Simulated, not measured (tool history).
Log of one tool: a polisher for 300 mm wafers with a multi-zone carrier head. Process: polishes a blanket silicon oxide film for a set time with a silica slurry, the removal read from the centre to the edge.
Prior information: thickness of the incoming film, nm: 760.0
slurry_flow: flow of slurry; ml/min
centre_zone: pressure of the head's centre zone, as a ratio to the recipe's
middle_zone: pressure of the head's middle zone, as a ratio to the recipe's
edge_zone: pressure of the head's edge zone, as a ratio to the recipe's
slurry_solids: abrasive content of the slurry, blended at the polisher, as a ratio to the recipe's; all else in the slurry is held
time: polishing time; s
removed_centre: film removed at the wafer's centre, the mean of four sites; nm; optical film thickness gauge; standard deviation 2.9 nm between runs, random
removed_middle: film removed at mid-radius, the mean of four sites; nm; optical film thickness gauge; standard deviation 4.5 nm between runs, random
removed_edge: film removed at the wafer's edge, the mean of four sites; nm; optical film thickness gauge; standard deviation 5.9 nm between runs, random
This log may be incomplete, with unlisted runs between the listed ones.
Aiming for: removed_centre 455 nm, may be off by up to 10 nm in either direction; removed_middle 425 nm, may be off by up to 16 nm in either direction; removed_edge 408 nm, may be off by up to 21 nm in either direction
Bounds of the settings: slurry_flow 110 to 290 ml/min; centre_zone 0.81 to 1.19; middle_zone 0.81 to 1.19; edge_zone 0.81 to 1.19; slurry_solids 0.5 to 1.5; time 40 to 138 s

run,hour,slurry_flow,centre_zone,middle_zone,edge_zone,slurry_solids,time,removed_centre,removed_middle,removed_edge
1,0,185,1,1,1,1,88,262.7,268.6,248.58
2,3.3,185,1,1.06,1,1,88,261.98,275.48,253.73
3,5.5,185,1,1.06,1.04,1,88,264.69,282.23,257.97
4,11,185,1,1.06,1.04,1,101,301.58,327.96,295.81
5,16,185,1,1.14,1.04,1,101,300.34,346.05,291.21
6,19.8,195,1.03,1.12,1.07,1.1,101,330.46,356.39,315.12
7,28.2,205,1.05,1.12,1.09,1.15,101,340.37,370.7,320.66
8,34.3,205,1.07,1.1,1.11,1.2,102,361.42,363.41,337.51
9,43,210,1.08,1.11,1.12,1.25,102,373.02,385.35,351.43
10,48.5,215,1.1,1.11,1.13,1.3,102,382.57,390.31,360.84
11,52.6,220,1.12,1.11,1.13,1.35,102,399.58,397.3,358.19

Next run, 5 choices. One meets every target within its allowed miss, the rest don't. Which?
A,56.7,190,1.16,0.86,1.19,1.3,125,?,?,?
B,56.7,190,1.16,1.08,1.11,1.15,116,?,?,?
C,56.7,215,1.16,1.09,1.19,0.95,131,?,?,?
D,56.7,185,1.18,1.01,1.19,1.35,113,?,?,?
E,56.7,200,1.17,1.04,1.12,1.4,115,?,?,?

move,removed_centre,removed_middle,removed_edge
A,484.51,379.26,450.13
B,428.49,402.67,382.37
C,453.8,428.7,416.8
D,450.45,394.12,410.81
E,467.15,421.6,414.25
A: takes the result that was furthest off past its target
B: moves toward the targets from the last run without getting all of them in spec
C: every result lands within tolerance
D: gets the furthest-off result to its target, but another result is out of tolerance
E: takes the result that was furthest off past its target
Go with C: it meets all targets.
